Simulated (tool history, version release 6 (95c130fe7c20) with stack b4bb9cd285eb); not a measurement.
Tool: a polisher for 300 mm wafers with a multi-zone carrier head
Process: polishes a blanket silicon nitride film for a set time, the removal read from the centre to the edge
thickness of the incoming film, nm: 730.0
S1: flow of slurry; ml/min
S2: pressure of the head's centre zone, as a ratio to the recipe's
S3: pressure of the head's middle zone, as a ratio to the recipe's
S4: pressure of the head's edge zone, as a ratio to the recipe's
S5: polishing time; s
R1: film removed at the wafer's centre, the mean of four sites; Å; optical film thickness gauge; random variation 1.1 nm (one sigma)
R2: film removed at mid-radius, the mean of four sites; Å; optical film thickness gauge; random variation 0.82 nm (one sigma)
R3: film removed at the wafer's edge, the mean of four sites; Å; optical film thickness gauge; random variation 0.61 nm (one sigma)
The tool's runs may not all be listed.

run 1 hour=0 | S1=265 S2=1 S3=1 S4=1 S5=40 | R1=646.78 R2=633.72 R3=657.19
run 2 hour=5 | S1=270 S2=0.99 S3=1.01 S4=1.02 S5=42 | R1=673.08 R2=680.82 R3=691.16
run 3 hour=6.5 | S1=270 S2=0.98 S3=1 S4=1.04 S5=44 | R1=714.83 R2=697.97 R3=739.7
run 4 hour=14.9 | S1=270 S2=0.98 S3=1 S4=1.04 S5=53 | R1=848.3 R2=838 R3=892.21
run 5 hour=17.3 | S1=270 S2=0.94 S3=1 S4=1.04 S5=53 | R1=829.34 R2=847.96 R3=885.89
run 6 hour=24.5 | S1=270 S2=0.94 S3=0.96 S4=1.04 S5=53 | R1=809.18 R2=824.38 R3=893.87
run 7 hour=29.7 | S1=275 S2=0.93 S3=0.97 S4=1.05 S5=53 | R1=818.41 R2=835.51 R3=904.88
run 8 hour=37.7 | S1=280 S2=0.92 S3=0.97 S4=1.06 S5=53 | R1=785.92 R2=826.13 R3=905.02
run 9 hour=46.7 | S1=285 S2=0.92 S3=0.98 S4=1.07 S5=53 | R1=795.52 R2=830.49 R3=920.08
run 10 hour=48.9 | S1=290 S2=0.92 S3=0.99 S4=1.07 S5=53 | R1=795.54 R2=861.01 R3=911.1
run 11 hour=56.3 | S1=295 S2=0.92 S3=0.99 S4=1.07 S5=53 | R1=804.85 R2=856.82 R3=910
run 12 hour=57.2 | S1=300 S2=0.92 S3=0.99 S4=1.08 S5=53 | R1=815.44 R2=852.2 R3=916.48
run 13 hour=61.5 | S1=300 S2=0.91 S3=0.99 S4=1.08 S5=53 | R1=813.92 R2=845.18 R3=920.15
run 14 hour=67.9 | S1=300 S2=0.9 S3=1 S4=1.08 S5=53 | R1=789.72 R2=856.89 R3=913.38
run 15 hour=73.2 | S1=305 S2=0.9 S3=1 S4=1.08 S5=53 | R1=788.37 R2=855.76 R3=922.12

Forecast run 16:
run 16 hour=79 | S1=305 S2=0.9 S3=1 S4=1.08 S5=53 | R1=? R2=? R3=?

R1: 792.37 Å
R2: 860.92 Å
R3: 916.39 Å

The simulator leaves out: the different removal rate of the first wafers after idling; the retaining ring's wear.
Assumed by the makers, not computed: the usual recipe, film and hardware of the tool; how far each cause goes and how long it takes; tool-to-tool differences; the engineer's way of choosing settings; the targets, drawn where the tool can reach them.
